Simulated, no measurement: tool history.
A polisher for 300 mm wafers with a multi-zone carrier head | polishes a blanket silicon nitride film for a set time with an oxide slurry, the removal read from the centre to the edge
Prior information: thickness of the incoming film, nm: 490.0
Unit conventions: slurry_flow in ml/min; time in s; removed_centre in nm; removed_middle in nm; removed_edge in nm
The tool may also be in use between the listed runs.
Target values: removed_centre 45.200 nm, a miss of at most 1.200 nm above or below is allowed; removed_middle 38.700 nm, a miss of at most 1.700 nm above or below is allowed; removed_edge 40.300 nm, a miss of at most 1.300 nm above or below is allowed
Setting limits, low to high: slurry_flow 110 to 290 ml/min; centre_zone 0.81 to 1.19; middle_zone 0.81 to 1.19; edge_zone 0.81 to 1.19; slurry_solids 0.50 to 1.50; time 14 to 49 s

run 1 hour=0.0 | slurry_flow=185 centre_zone=1.00 middle_zone=1.00 edge_zone=1.00 slurry_solids=1.00 time=31 | removed_centre=28.023 removed_middle=28.522 removed_edge=27.415
run 2 hour=0.7 | slurry_flow=185 centre_zone=1.00 middle_zone=1.00 edge_zone=1.00 slurry_solids=1.00 time=37 | removed_centre=32.687 removed_middle=34.081 removed_edge=32.087
run 3 hour=5.2 | slurry_flow=195 centre_zone=1.03 middle_zone=1.00 edge_zone=1.03 slurry_solids=1.05 time=37 | removed_centre=35.526 removed_middle=35.179 removed_edge=33.578
run 4 hour=12.7 | slurry_flow=195 centre_zone=1.03 middle_zone=1.00 edge_zone=1.03 slurry_solids=0.90 time=37 | removed_centre=32.304 removed_middle=32.278 removed_edge=30.972
run 5 hour=15.2 | slurry_flow=195 centre_zone=1.03 middle_zone=1.00 edge_zone=0.97 slurry_solids=0.90 time=37 | removed_centre=32.117 removed_middle=31.602 removed_edge=29.692
run 6 hour=21.7 | slurry_flow=200 centre_zone=1.05 middle_zone=0.99 edge_zone=1.00 slurry_solids=0.95 time=37 | removed_centre=34.078 removed_middle=33.107 removed_edge=31.917
run 7 hour=24.3 | slurry_flow=210 centre_zone=1.07 middle_zone=0.99 edge_zone=1.03 slurry_solids=0.95 time=37 | removed_centre=34.900 removed_middle=32.328 removed_edge=32.816
run 8 hour=29.9 | slurry_flow=215 centre_zone=1.09 middle_zone=1.01 edge_zone=1.05 slurry_solids=1.00 time=37 | removed_centre=36.602 removed_middle=34.564 removed_edge=33.494
run 9 hour=37.6 | slurry_flow=220 centre_zone=1.10 middle_zone=1.01 edge_zone=1.07 slurry_solids=1.05 time=37 | removed_centre=38.293 removed_middle=36.170 removed_edge=34.938
run 10 hour=39.2 | slurry_flow=260 centre_zone=1.18 middle_zone=0.94 edge_zone=1.17 slurry_solids=1.15 time=37 | removed_centre=43.961 removed_middle=35.393 removed_edge=39.121
run 11 hour=47.7 | slurry_flow=260 centre_zone=1.18 middle_zone=0.95 edge_zone=1.17 slurry_solids=1.15 time=37 | removed_centre=44.060 removed_middle=36.125 removed_edge=39.333

4 next moves are on the table. One of them brings every result within its allowed miss. Which?
run A hour=56.2 | slurry_flow=290 centre_zone=1.18 middle_zone=0.99 edge_zone=1.19 slurry_solids=1.00 time=41 | removed_centre=? removed_middle=? removed_edge=?
run B hour=56.2 | slurry_flow=250 centre_zone=1.14 middle_zone=0.87 edge_zone=1.17 slurry_solids=1.15 time=39 | removed_centre=? removed_middle=? removed_edge=?
run C hour=56.2 | slurry_flow=285 centre_zone=1.13 middle_zone=0.81 edge_zone=1.19 slurry_solids=1.30 time=35 | removed_centre=? removed_middle=? removed_edge=?
run D hour=56.2 | slurry_flow=290 centre_zone=1.18 middle_zone=0.90 edge_zone=1.19 slurry_solids=1.10 time=38 | removed_centre=? removed_middle=? removed_edge=?

move=A removed_centre=45.743 removed_middle=38.987 removed_edge=40.145
move=B removed_centre=44.624 removed_middle=35.503 removed_edge=40.470
move=C removed_centre=42.566 removed_middle=32.228 removed_edge=39.182
move=D removed_centre=44.629 removed_middle=35.188 removed_edge=39.238
A: in spec on every target
B: further off than the last run
C: further off than the last run
D: further off than the last run
A meets every target.
